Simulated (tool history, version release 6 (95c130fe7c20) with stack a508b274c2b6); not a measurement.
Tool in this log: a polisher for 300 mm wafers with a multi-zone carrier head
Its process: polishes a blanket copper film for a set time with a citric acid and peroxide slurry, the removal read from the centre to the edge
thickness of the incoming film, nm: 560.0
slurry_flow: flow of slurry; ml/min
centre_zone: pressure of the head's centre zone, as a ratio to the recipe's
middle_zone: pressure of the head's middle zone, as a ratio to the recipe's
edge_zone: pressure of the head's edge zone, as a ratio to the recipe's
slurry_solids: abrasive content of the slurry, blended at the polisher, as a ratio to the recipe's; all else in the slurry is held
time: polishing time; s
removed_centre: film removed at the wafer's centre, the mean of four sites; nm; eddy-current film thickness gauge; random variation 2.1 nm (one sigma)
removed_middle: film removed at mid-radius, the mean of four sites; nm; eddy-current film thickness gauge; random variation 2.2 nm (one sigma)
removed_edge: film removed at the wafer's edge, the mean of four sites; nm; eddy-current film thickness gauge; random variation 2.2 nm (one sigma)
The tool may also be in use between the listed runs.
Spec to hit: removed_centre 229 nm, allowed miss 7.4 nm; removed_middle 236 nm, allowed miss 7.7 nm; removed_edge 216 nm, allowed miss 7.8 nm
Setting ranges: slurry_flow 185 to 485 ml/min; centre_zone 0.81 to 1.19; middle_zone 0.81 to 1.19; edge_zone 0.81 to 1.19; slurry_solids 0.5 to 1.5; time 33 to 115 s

run,hour,slurry_flow,centre_zone,middle_zone,edge_zone,slurry_solids,time,removed_centre,removed_middle,removed_edge
1,0,310,1,1,1,1,73,184.22,184.73,175.09
2,7.1,315,1.02,1.04,1.04,1.15,74,201.38,197.42,190.75
3,14.4,325,1.03,1.09,1.06,1.2,75,206.47,214.33,199.28
4,15.1,325,1.03,1.09,1.06,1.4,75,214.56,222.32,203.78
5,23.1,325,1.03,1.09,1.06,1.4,86,247.78,253.92,238.19
6,27.7,315,1.02,1.08,1.03,1.35,86,239.13,249.17,231.46
7,34.6,305,1.02,1.07,1,1.35,86,235.4,246.23,225.31
8,37.9,295,1.02,1.06,0.99,1.35,86,238.82,243.76,229.42
9,41.6,305,1.02,1.05,0.97,1.3,86,236.16,239.89,219.1

5 candidate next runs follow, results not yet known. Just one meets every target within its allowed miss. Identify it.
A,45.3,305,1.01,1.07,0.97,1.4,82,?,?,?
B,45.3,315,1.08,1.05,0.96,1.35,86,?,?,?
C,45.3,335,0.99,1.05,1.02,1.3,87,?,?,?
D,45.3,240,0.92,1.05,1.02,1.25,92,?,?,?
E,45.3,315,1.06,1.07,0.96,1.15,87,?,?,?

move,removed_centre,removed_middle,removed_edge
A,226.76,234.41,219.43
B,252.95,240.39,227.51
C,233.7,242.39,235.76
D,217.72,244.22,239.69
E,241,237.15,220.78
A: every result lands within tolerance
B: its largest miss is bigger than the last run's
C: the worst result of the last run now meets its target, but another is out of spec
D: carries the result that was furthest off beyond its target, to the other side
E: its largest miss is bigger than the last run's
Answer: A
